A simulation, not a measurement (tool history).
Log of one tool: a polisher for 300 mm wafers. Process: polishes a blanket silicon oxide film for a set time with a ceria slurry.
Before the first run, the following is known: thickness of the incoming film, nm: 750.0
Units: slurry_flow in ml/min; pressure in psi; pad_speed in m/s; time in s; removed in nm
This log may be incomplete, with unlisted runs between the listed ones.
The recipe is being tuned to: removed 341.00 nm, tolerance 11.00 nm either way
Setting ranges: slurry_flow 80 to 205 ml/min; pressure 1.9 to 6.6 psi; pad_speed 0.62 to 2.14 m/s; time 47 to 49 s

{"run": 1, "hour": 0.0, "slurry_flow": 135, "pressure": 4.2, "pad_speed": 1.38, "time": 47, "removed": 402.62}
{"run": 2, "hour": 2.1, "slurry_flow": 135, "pressure": 4.2, "pad_speed": 1.64, "time": 47, "removed": 480.17}
{"run": 3, "hour": 5.0, "slurry_flow": 110, "pressure": 4.2, "pad_speed": 1.64, "time": 47, "removed": 462.71}
{"run": 4, "hour": 7.8, "slurry_flow": 105, "pressure": 3.9, "pad_speed": 1.64, "time": 47, "removed": 430.58}
{"run": 5, "hour": 12.5, "slurry_flow": 105, "pressure": 4.3, "pad_speed": 1.64, "time": 47, "removed": 460.69}
{"run": 6, "hour": 20.9, "slurry_flow": 105, "pressure": 5.4, "pad_speed": 1.64, "time": 47, "removed": 552.37}
{"run": 7, "hour": 22.4, "slurry_flow": 100, "pressure": 4.7, "pad_speed": 1.62, "time": 47, "removed": 476.08}
{"run": 8, "hour": 25.8, "slurry_flow": 95, "pressure": 3.5, "pad_speed": 1.6, "time": 47, "removed": 376.48}
{"run": 9, "hour": 30.7, "slurry_flow": 90, "pressure": 3.4, "pad_speed": 1.6, "time": 47, "removed": 366.84}
{"run": 10, "hour": 33.5, "slurry_flow": 90, "pressure": 3.3, "pad_speed": 1.6, "time": 47, "removed": 361.5}
{"run": 11, "hour": 39.7, "slurry_flow": 90, "pressure": 3.2, "pad_speed": 1.6, "time": 47, "removed": 356.66}

Which of these 5 next moves meets every target?
{"run": "A", "hour": 45.9, "slurry_flow": 90, "pressure": 2.5, "pad_speed": 1.74, "time": 49, "removed": "?"}
{"run": "B", "hour": 45.9, "slurry_flow": 85, "pressure": 3.5, "pad_speed": 1.66, "time": 48, "removed": "?"}
{"run": "C", "hour": 45.9, "slurry_flow": 110, "pressure": 3.4, "pad_speed": 1.34, "time": 47, "removed": "?"}
{"run": "D", "hour": 45.9, "slurry_flow": 125, "pressure": 2.8, "pad_speed": 1.78, "time": 49, "removed": "?"}
{"run": "E", "hour": 45.9, "slurry_flow": 90, "pressure": 3.2, "pad_speed": 1.66, "time": 48, "removed": "?"}

move=A removed=337.82
move=B removed=394.75
move=C removed=324.27
move=D removed=395.13
move=E removed=374.38
A: in spec on every target
B: lands further from the targets than the last run did
C: takes the result that was furthest off past its target
D: lands further from the targets than the last run did
E: lands further from the targets than the last run did
The move that meets every target is A.
